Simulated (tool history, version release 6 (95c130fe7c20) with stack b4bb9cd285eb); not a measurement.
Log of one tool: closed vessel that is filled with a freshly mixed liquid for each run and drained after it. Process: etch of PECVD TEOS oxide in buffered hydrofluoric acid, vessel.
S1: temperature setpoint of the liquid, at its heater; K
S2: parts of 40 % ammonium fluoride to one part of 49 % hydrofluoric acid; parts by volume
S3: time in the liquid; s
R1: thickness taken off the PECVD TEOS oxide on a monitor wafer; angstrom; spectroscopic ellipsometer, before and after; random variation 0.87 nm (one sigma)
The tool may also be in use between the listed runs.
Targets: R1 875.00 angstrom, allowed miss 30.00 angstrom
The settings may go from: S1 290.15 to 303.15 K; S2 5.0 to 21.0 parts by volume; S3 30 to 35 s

| run | hour | S1 | S2 | S3 | R1 |
|---|---|---|---|---|---|
| 1 | 0.0 | 295.15 | 13.0 | 35 | 649.25 |
| 2 | 1.3 | 295.15 | 15.0 | 35 | 566.33 |
| 3 | 8.7 | 297.15 | 15.0 | 35 | 633.32 |
| 4 | 10.2 | 298.65 | 15.0 | 35 | 684.94 |
| 5 | 19.0 | 298.65 | 18.5 | 35 | 564.86 |
| 6 | 21.3 | 295.65 | 18.5 | 35 | 481.03 |
| 7 | 25.9 | 297.65 | 17.5 | 35 | 574.09 |
| 8 | 34.5 | 301.65 | 15.0 | 35 | 809.80 |
| 9 | 43.2 | 302.15 | 15.0 | 35 | 829.35 |

5 next moves are on the table. One of them brings every result within its allowed miss. Which?
| A | 51.9 | 301.65 | 16.5 | 35 | ? |
| B | 51.9 | 302.15 | 14.5 | 35 | ? |
| C | 51.9 | 303.15 | 15.0 | 30 | ? |
| D | 51.9 | 301.65 | 13.0 | 30 | ? |
| E | 51.9 | 302.65 | 14.0 | 30 | ? |

| move | R1 |
|---|---|
| A | 752.97 |
| B | 878.06 |
| C | 767.88 |
| D | 815.47 |
| E | 800.04 |
A: further off than the last run
B: meets every target
C: further off than the last run
D: further off than the last run
E: further off than the last run
Move B is the one to make.
